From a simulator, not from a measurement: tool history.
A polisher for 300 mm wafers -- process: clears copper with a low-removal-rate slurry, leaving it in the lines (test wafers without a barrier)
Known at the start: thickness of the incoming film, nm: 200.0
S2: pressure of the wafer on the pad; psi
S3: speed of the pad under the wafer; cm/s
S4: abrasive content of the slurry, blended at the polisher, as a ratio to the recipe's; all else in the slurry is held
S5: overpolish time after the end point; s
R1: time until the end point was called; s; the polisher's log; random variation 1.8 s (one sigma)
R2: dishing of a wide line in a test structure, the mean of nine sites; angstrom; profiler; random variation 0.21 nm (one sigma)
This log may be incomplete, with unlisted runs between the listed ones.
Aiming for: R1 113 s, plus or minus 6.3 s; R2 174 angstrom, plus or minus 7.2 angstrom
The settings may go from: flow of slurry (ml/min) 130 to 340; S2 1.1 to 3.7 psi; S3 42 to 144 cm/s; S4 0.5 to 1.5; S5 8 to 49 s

{"run": 1, "hour": 0.0, "flow of slurry (ml/min)": 220, "S2": 2.4, "S3": 92, "S4": 1, "S5": 25, "R1": 90.977, "R2": 337.72}
{"run": 2, "hour": 1.4, "flow of slurry (ml/min)": 220, "S2": 2.3, "S3": 92, "S4": 1, "S5": 23, "R1": 91.703, "R2": 310.89}
{"run": 3, "hour": 6.1, "flow of slurry (ml/min)": 220, "S2": 2.3, "S3": 92, "S4": 1, "S5": 30, "R1": 93.208, "R2": 368.45}
{"run": 4, "hour": 14.3, "flow of slurry (ml/min)": 220, "S2": 2.3, "S3": 92, "S4": 0.8, "S5": 30, "R1": 96.565, "R2": 366.54}
{"run": 5, "hour": 16.4, "flow of slurry (ml/min)": 225, "S2": 2.2, "S3": 92, "S4": 0.8, "S5": 28, "R1": 101.31, "R2": 340.86}
{"run": 6, "hour": 19.9, "flow of slurry (ml/min)": 225, "S2": 2.2, "S3": 100, "S4": 0.8, "S5": 28, "R1": 92.62, "R2": 356.29}
{"run": 7, "hour": 23.4, "flow of slurry (ml/min)": 225, "S2": 2.1, "S3": 100, "S4": 0.8, "S5": 26, "R1": 97.681, "R2": 327.48}
{"run": 8, "hour": 29.6, "flow of slurry (ml/min)": 225, "S2": 2.1, "S3": 100, "S4": 0.85, "S5": 24, "R1": 97.842, "R2": 317.71}
{"run": 9, "hour": 30.2, "flow of slurry (ml/min)": 215, "S2": 2.1, "S3": 98, "S4": 0.9, "S5": 22, "R1": 98.517, "R2": 288.76}
{"run": 10, "hour": 33.7, "flow of slurry (ml/min)": 215, "S2": 2.1, "S3": 98, "S4": 0.9, "S5": 22, "R1": 96.662, "R2": 289.97}
{"run": 11, "hour": 36.7, "flow of slurry (ml/min)": 215, "S2": 2, "S3": 98, "S4": 0.9, "S5": 21, "R1": 103.14, "R2": 267.49}
{"run": 12, "hour": 42.7, "flow of slurry (ml/min)": 225, "S2": 1.8, "S3": 100, "S4": 0.9, "S5": 9, "R1": 111.88, "R2": 119.71}
{"run": 13, "hour": 48.7, "flow of slurry (ml/min)": 215, "S2": 1.8, "S3": 100, "S4": 0.9, "S5": 9, "R1": 112.83, "R2": 115.51}
{"run": 14, "hour": 56.8, "flow of slurry (ml/min)": 225, "S2": 1.8, "S3": 98, "S4": 0.9, "S5": 21, "R1": 107.91, "R2": 241.11}
{"run": 15, "hour": 58.1, "flow of slurry (ml/min)": 230, "S2": 1.8, "S3": 98, "S4": 0.9, "S5": 21, "R1": 111.48, "R2": 241.9}
{"run": 16, "hour": 63.6, "flow of slurry (ml/min)": 230, "S2": 1.8, "S3": 96, "S4": 0.9, "S5": 21, "R1": 112.31, "R2": 241.62}
{"run": 17, "hour": 68.0, "flow of slurry (ml/min)": 230, "S2": 1.9, "S3": 94, "S4": 0.9, "S5": 21, "R1": 110.04, "R2": 246.38}
{"run": 18, "hour": 74.4, "flow of slurry (ml/min)": 230, "S2": 1.9, "S3": 94, "S4": 0.85, "S5": 21, "R1": 113.65, "R2": 245.72}
{"run": 19, "hour": 77.3, "flow of slurry (ml/min)": 225, "S2": 1.9, "S3": 94, "S4": 0.85, "S5": 20, "R1": 113.24, "R2": 231.35}
{"run": 20, "hour": 81.8, "flow of slurry (ml/min)": 225, "S2": 1.9, "S3": 94, "S4": 0.85, "S5": 19, "R1": 112.58, "R2": 223.97}
{"run": 21, "hour": 83.6, "flow of slurry (ml/min)": 225, "S2": 1.8, "S3": 100, "S4": 0.85, "S5": 16, "R1": 111.42, "R2": 196.72}

Which of these 4 next moves meets every target?
{"run": "A", "hour": 85.4, "flow of slurry (ml/min)": 195, "S2": 1.6, "S3": 112, "S4": 1, "S5": 15, "R1": "?", "R2": "?"}
{"run": "B", "hour": 85.4, "flow of slurry (ml/min)": 225, "S2": 1.4, "S3": 102, "S4": 0.9, "S5": 16, "R1": "?", "R2": "?"}
{"run": "C", "hour": 85.4, "flow of slurry (ml/min)": 275, "S2": 1.8, "S3": 84, "S4": 0.95, "S5": 16, "R1": "?", "R2": "?"}
{"run": "D", "hour": 85.4, "flow of slurry (ml/min)": 225, "S2": 2.4, "S3": 72, "S4": 1, "S5": 14, "R1": "?", "R2": "?"}

move=A R1=109.46 R2=184.95
move=B R1=135.88 R2=161.34
move=C R1=124.91 R2=175.26
move=D R1=111.39 R2=173.97
A: nearer the targets than the last run, but a result is still out of spec
B: pushes the last run's worst result past its target
C: brings the last run's worst result on target, with another outside its allowed miss
D: meets every target
Correct choice: D, which meets every target
